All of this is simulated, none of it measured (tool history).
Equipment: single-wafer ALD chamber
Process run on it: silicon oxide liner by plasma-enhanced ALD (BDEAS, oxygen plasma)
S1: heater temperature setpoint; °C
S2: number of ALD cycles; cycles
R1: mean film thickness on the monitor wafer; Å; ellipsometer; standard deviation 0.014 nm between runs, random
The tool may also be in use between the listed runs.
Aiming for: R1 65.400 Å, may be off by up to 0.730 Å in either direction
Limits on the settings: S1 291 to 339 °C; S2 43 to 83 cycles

Run 1, hour 0.0: S1 315 °C, S2 63 cycles. Result: R1 62.013 Å.
Run 2, hour 2.1: S1 315 °C, S2 56 cycles. Result: R1 54.849 Å.
Run 3, hour 9.5: S1 323 °C, S2 56 cycles. Result: R1 54.424 Å.
Run 4, hour 14.7: S1 329 °C, S2 56 cycles. Result: R1 54.043 Å.
Run 5, hour 17.1: S1 339 °C, S2 56 cycles. Result: R1 53.243 Å.
Run 6, hour 18.4: S1 339 °C, S2 50 cycles. Result: R1 47.638 Å.
Run 7, hour 21.9: S1 335 °C, S2 54 cycles. Result: R1 51.741 Å.
Run 8, hour 25.9: S1 332 °C, S2 57 cycles. Result: R1 54.731 Å.
Run 9, hour 32.4: S1 330 °C, S2 59 cycles. Result: R1 56.992 Å.
Run 10, hour 40.9: S1 328 °C, S2 61 cycles. Result: R1 58.979 Å.
Run 11, hour 41.8: S1 328 °C, S2 61 cycles. Result: R1 58.697 Å.
Run 12, hour 47.1: S1 325 °C, S2 62 cycles. Result: R1 60.096 Å.
Run 13, hour 52.6: S1 323 °C, S2 63 cycles. Result: R1 61.103 Å.
Run 14, hour 56.1: S1 323 °C, S2 63 cycles. Result: R1 61.055 Å.
Run 15, hour 60.7: S1 321 °C, S2 64 cycles. Result: R1 62.169 Å.

Below are 4 possible settings for the next run. Only one of them brings all results inside the allowed miss of their targets. Which is it?
Run A, hour 65.3: S1 316 °C, S2 59 cycles. Result: R1 ?.
Run B, hour 65.3: S1 323 °C, S2 61 cycles. Result: R1 ?.
Run C, hour 65.3: S1 319 °C, S2 60 cycles. Result: R1 ?.
Run D, hour 65.3: S1 321 °C, S2 67 cycles. Result: R1 ?.

move      R1
   A  58.021
   B  59.460
   C  58.782
   D  65.474
A: further off than the last run
B: further off than the last run
C: further off than the last run
D: meets every target
The move that meets every target is D.

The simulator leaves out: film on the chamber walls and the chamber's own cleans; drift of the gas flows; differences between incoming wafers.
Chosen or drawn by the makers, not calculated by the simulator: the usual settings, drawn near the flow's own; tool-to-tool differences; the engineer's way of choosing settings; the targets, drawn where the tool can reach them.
